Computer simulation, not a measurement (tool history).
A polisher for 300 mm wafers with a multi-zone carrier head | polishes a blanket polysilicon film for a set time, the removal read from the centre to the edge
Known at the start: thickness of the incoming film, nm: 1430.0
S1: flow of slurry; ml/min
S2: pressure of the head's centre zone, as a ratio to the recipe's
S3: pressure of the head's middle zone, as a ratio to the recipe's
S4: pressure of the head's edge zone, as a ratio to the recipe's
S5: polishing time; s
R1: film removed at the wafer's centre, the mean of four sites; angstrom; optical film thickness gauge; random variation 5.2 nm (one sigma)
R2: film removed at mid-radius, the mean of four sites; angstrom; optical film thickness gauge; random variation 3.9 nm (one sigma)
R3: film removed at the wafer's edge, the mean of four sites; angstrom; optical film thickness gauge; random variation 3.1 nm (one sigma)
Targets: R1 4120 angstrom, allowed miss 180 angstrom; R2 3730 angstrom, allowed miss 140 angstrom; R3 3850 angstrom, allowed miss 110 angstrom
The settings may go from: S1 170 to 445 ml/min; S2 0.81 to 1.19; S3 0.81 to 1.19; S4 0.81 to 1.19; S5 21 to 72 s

run 1 hour=0 | S1=285 S2=1 S3=1 S4=1 S5=46 | R1=4813.1 R2=4936 R3=4774.9
run 2 hour=6.9 | S1=285 S2=1 S3=1 S4=1 S5=36 | R1=3745.9 R2=3855.3 R3=3782.6
run 3 hour=10.8 | S1=290 S2=1.02 S3=0.99 S4=1.01 S5=36 | R1=3856.9 R2=3759.6 R3=3771.2
run 4 hour=13.2 | S1=295 S2=1.03 S3=0.99 S4=1.02 S5=36 | R1=3862.1 R2=3795 R3=3830.6
run 5 hour=15 | S1=295 S2=1.05 S3=0.98 S4=1.02 S5=36 | R1=3916 R2=3808.2 R3=3815.3
run 6 hour=22.6 | S1=295 S2=1.05 S3=0.9 S4=1.02 S5=36 | R1=3909.9 R2=3544.5 R3=3747
run 7 hour=24.8 | S1=300 S2=1.06 S3=0.91 S4=1.02 S5=36 | R1=4061.1 R2=3524.1 R3=3830.1
run 8 hour=29.8 | S1=305 S2=1.05 S3=0.98 S4=0.99 S5=36 | R1=3938.6 R2=3772.5 R3=3715.4

Which of these 5 next moves meets every target?
run A hour=34.8 | S1=340 S2=1.04 S3=1 S4=0.98 S5=34 | R1=? R2=? R3=?
run B hour=34.8 | S1=255 S2=1.06 S3=0.98 S4=0.99 S5=35 | R1=? R2=? R3=?
run C hour=34.8 | S1=350 S2=1.09 S3=0.94 S4=1.02 S5=36 | R1=? R2=? R3=?
run D hour=34.8 | S1=355 S2=1.13 S3=1.03 S4=0.92 S5=35 | R1=? R2=? R3=?
run E hour=34.8 | S1=285 S2=0.92 S3=0.95 S4=0.93 S5=38 | R1=? R2=? R3=?

move=A R1=3679.6 R2=3723.7 R3=3554.3
move=B R1=3757.7 R2=3680.1 R3=3609.6
move=C R1=4093.1 R2=3760.6 R3=3846.2
move=D R1=4133.7 R2=3936.6 R3=3559.2
move=E R1=3575.9 R2=3940.7 R3=3835.3
A: further off than the last run
B: further off than the last run
C: meets every target
D: further off than the last run
E: brings the result that was furthest off to its target, and leaves another outside
Answer: C
